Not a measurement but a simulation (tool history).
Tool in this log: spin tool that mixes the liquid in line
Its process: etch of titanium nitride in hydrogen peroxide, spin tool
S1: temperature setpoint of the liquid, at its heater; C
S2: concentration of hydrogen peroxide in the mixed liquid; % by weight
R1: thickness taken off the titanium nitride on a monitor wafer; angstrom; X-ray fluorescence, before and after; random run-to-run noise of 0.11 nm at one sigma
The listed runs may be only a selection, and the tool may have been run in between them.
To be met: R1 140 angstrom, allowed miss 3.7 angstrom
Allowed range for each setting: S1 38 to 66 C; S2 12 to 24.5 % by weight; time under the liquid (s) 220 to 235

Run 1, hour 0: S1 54 C, S2 16.5 % by weight, time under the liquid (s) 220. Result: R1 167.4 angstrom.
Run 2, hour 2.3: S1 53.5 C, S2 16.5 % by weight, time under the liquid (s) 220. Result: R1 160.18 angstrom.
Run 3, hour 5.1: S1 53.5 C, S2 16.5 % by weight, time under the liquid (s) 220. Result: R1 163.02 angstrom.
Run 4, hour 9.7: S1 48 C, S2 16.5 % by weight, time under the liquid (s) 220. Result: R1 109.09 angstrom.
Run 5, hour 14.4: S1 45 C, S2 16.5 % by weight, time under the liquid (s) 220. Result: R1 88.058 angstrom.
Run 6, hour 21.6: S1 45 C, S2 16.5 % by weight, time under the liquid (s) 220. Result: R1 86.494 angstrom.
Run 7, hour 29.7: S1 46.5 C, S2 16.5 % by weight, time under the liquid (s) 220. Result: R1 97.782 angstrom.
Run 8, hour 32.1: S1 48 C, S2 16.5 % by weight, time under the liquid (s) 220. Result: R1 108.64 angstrom.
Run 9, hour 40.1: S1 49 C, S2 16.5 % by weight, time under the liquid (s) 220. Result: R1 116.82 angstrom.
Run 10, hour 40.8: S1 49.5 C, S2 16.5 % by weight, time under the liquid (s) 220. Result: R1 122.49 angstrom.
Run 11, hour 43: S1 50 C, S2 16.5 % by weight, time under the liquid (s) 220. Result: R1 125.95 angstrom.
Run 12, hour 47.3: S1 50.5 C, S2 16.5 % by weight, time under the liquid (s) 220. Result: R1 130.64 angstrom.
Run 13, hour 53.4: S1 51 C, S2 16.5 % by weight, time under the liquid (s) 220. Result: R1 135.57 angstrom.

Pick the move, out of 5, that brings all results within their allowed miss; only one does.
Run A, hour 59.5: S1 50.5 C, S2 16.5 % by weight, time under the liquid (s) 235. Result: R1 ?.
Run B, hour 59.5: S1 51.5 C, S2 18 % by weight, time under the liquid (s) 230. Result: R1 ?.
Run C, hour 59.5: S1 49.5 C, S2 18.5 % by weight, time under the liquid (s) 230. Result: R1 ?.
Run D, hour 59.5: S1 51 C, S2 15.5 % by weight, time under the liquid (s) 220. Result: R1 ?.
Run E, hour 59.5: S1 50 C, S2 17 % by weight, time under the liquid (s) 225. Result: R1 ?.

move      R1
   A  137.76
   B  147.57
   C  128.52
   D  131.94
   E  128.04
A: in spec on every target
B: takes the biggest miss from the last run beyond its target
C: misses by more than the last run did
D: misses by more than the last run did
E: misses by more than the last run did
The right move is A.
